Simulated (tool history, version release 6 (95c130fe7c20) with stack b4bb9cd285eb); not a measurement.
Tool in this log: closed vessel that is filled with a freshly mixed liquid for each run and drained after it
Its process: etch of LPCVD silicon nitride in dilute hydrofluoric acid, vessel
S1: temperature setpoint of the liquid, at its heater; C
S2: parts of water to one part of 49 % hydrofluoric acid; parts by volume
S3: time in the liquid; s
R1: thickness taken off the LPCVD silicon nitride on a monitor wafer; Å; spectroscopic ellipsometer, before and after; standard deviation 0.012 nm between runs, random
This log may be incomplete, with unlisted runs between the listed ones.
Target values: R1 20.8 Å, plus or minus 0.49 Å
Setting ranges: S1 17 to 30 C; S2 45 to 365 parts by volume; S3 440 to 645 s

run	hour	S1	S2	S3	R1
1	0	22	205	645	11.96
2	1.8	22	155	645	15.874
3	11.6	23	155	645	16.839
4	20.9	23	210	645	12.329
5	24.2	23	160	645	16.16
6	30.2	21	160	645	14.42
7	33.1	22.5	160	645	15.975
8	37.3	23.5	160	645	16.786
9	41.5	24.5	160	645	17.949
10	45.5	24.5	160	645	17.929
11	48.6	25	160	645	18.485
12	55.8	25.5	160	645	19.276
13	60.3	26	160	645	19.566

5 candidate next runs follow, results not yet known. Just one meets every target within its allowed miss. Identify it.
A	64.8	28	150	565	?
B	64.8	26.5	165	645	?
C	64.8	24	150	645	?
D	64.8	28.5	140	440	?
E	64.8	26.5	150	645	?

move	R1
A	21.044
B	19.879
C	18.642
D	18.122
E	21.867
A: meets every target
B: an improvement on the last run, though not all results are within tolerance
C: the biggest miss grows against the last run
D: the biggest miss grows against the last run
E: carries the result that was furthest off beyond its target, to the other side
Correct choice: A, which meets every target
